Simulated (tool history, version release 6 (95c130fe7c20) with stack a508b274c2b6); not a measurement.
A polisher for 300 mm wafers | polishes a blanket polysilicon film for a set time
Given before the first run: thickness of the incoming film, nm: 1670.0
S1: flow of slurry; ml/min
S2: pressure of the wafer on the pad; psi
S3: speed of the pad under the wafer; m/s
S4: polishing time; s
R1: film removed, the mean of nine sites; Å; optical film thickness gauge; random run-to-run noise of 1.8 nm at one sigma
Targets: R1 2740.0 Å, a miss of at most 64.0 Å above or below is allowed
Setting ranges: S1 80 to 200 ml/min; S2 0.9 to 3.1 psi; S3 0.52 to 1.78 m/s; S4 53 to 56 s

run	hour	S1	S2	S3	S4	R1
1	0.0	130	2.0	1.14	53	3518.4
2	7.4	160	2.0	1.14	53	3613.3
3	16.4	155	1.9	1.14	53	3414.6
4	18.1	145	1.9	1.14	53	3399.6
5	24.0	145	1.8	1.14	53	3246.8
6	30.4	145	1.8	1.14	53	3244.0
7	35.2	135	1.6	1.14	53	2828.1
8	38.0	130	1.6	1.14	53	2856.7

5 next moves are on the table. One of them brings every result within its allowed miss. Which?
A	40.8	145	1.7	1.00	56	?
B	40.8	125	1.9	0.98	53	?
C	40.8	130	1.8	1.04	56	?
D	40.8	130	1.6	1.10	53	?
E	40.8	85	1.5	1.36	54	?

move	R1
A	2854.1
B	2883.5
C	3081.3
D	2748.2
E	3005.5
A: about the same distance from the targets as the last run
B: misses by more than the last run did
C: misses by more than the last run did
D: every result within its allowed miss
E: misses by more than the last run did
Correct choice: D, which meets every target
